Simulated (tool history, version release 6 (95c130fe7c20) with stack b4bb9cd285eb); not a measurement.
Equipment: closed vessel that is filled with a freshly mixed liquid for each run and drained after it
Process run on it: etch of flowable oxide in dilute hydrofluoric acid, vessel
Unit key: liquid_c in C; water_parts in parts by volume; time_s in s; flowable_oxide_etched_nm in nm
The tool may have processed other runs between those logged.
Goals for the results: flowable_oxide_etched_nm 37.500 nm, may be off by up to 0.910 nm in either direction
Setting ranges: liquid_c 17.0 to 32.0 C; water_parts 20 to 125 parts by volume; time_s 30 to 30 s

run 1 day=0.000 | liquid_c=24.0 water_parts=70 time_s=30 | flowable_oxide_etched_nm=24.150
run 2 day=0.308 | liquid_c=26.5 water_parts=65 time_s=30 | flowable_oxide_etched_nm=28.995
run 3 day=0.538 | liquid_c=26.5 water_parts=65 time_s=30 | flowable_oxide_etched_nm=28.907
run 4 day=0.592 | liquid_c=26.5 water_parts=45 time_s=30 | flowable_oxide_etched_nm=42.822
run 5 day=0.812 | liquid_c=26.5 water_parts=25 time_s=30 | flowable_oxide_etched_nm=79.960
run 6 day=1.129 | liquid_c=23.5 water_parts=30 time_s=30 | flowable_oxide_etched_nm=58.463
run 7 day=1.388 | liquid_c=21.5 water_parts=35 time_s=30 | flowable_oxide_etched_nm=45.776
run 8 day=1.550 | liquid_c=20.0 water_parts=35 time_s=30 | flowable_oxide_etched_nm=42.915

Which single option among these 4 for the next run brings every result within its allowed miss of target? Just one does.
run A day=1.712 | liquid_c=21.5 water_parts=40 time_s=30 | flowable_oxide_etched_nm=?
run B day=1.712 | liquid_c=17.0 water_parts=35 time_s=30 | flowable_oxide_etched_nm=?
run C day=1.712 | liquid_c=18.5 water_parts=35 time_s=30 | flowable_oxide_etched_nm=?
run D day=1.712 | liquid_c=26.0 water_parts=40 time_s=30 | flowable_oxide_etched_nm=?

move=A flowable_oxide_etched_nm=39.645
move=B flowable_oxide_etched_nm=37.613
move=C flowable_oxide_etched_nm=40.136
move=D flowable_oxide_etched_nm=47.722
A: better than the last run, though not everything is in spec
B: meets every target
C: better than the last run, though not everything is in spec
D: lands further from the targets than the last run did
Correct choice: B, which meets every target
